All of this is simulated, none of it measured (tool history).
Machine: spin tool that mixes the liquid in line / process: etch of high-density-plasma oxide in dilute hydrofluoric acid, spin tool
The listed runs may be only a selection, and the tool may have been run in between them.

run,day,temperature setpoint of the liquid (°C),parts of water to one part of 49 % hydrofluoric acid (parts by volume),time under the liquid (s),thickness taken off the high-density-plasma oxide on a monitor wafer (angstrom)
1,0,21,120,325,137.78
2,0.071,21,90,325,190.81
3,0.438,22.5,90,325,201.81
4,0.596,25.5,90,325,229.18
5,0.958,25.5,90,345,244.36
6,1.171,24,90,345,226.96
7,1.35,24.5,90,345,233.5

Estimate the outcome of run 8 from the log above:
8,1.592,25,90,345,?

thickness taken off the high-density-plasma oxide on a monitor wafer (angstrom): 237.58
